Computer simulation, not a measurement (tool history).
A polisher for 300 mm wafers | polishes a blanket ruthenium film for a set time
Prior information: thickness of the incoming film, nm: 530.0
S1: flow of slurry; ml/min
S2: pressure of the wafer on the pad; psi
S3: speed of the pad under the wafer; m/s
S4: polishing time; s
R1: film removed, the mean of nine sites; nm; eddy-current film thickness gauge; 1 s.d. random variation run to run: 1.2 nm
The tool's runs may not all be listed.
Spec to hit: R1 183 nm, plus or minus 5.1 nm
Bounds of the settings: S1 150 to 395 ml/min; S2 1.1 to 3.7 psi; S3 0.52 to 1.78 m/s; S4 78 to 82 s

run,hour,S1,S2,S3,S4,R1
1,0,250,2.4,1.14,78,104.09
2,6.2,250,2.7,1.14,78,117.03
3,10.1,255,3,1.16,78,132.45
4,13.8,255,2.5,1.16,78,110.07
5,21.2,310,2.5,1.16,78,113.98
6,27.9,310,2.5,1.16,82,118.66
7,34.8,310,2.9,1.16,82,138.07
# hour 37.1: slurry nozzle cleaned
8,37.1,310,3.2,1.16,82,161.51
9,37.7,310,3.2,1.16,82,162.22
10,45,315,3.3,1.16,82,166.07

Of the 5 settings listed for the next run, only one would bring every result within its allowed miss of target. Which one?
A,52.3,330,2.9,1.42,81,?
B,52.3,375,3.3,1.26,82,?
C,52.3,380,3.7,1.06,82,?
D,52.3,325,3.6,1.24,82,?
E,52.3,300,3.7,1.02,78,?

move,R1
A,174.69
B,180.36
C,170.75
D,191.2
E,153.52
A: closes in on the targets versus the last run, not all within tolerance yet
B: all results in spec
C: closes in on the targets versus the last run, not all within tolerance yet
D: the result that was furthest off in the last run now lies on the other side of its target
E: the biggest miss grows against the last run
So the answer is move B, the one that meets all the targets.
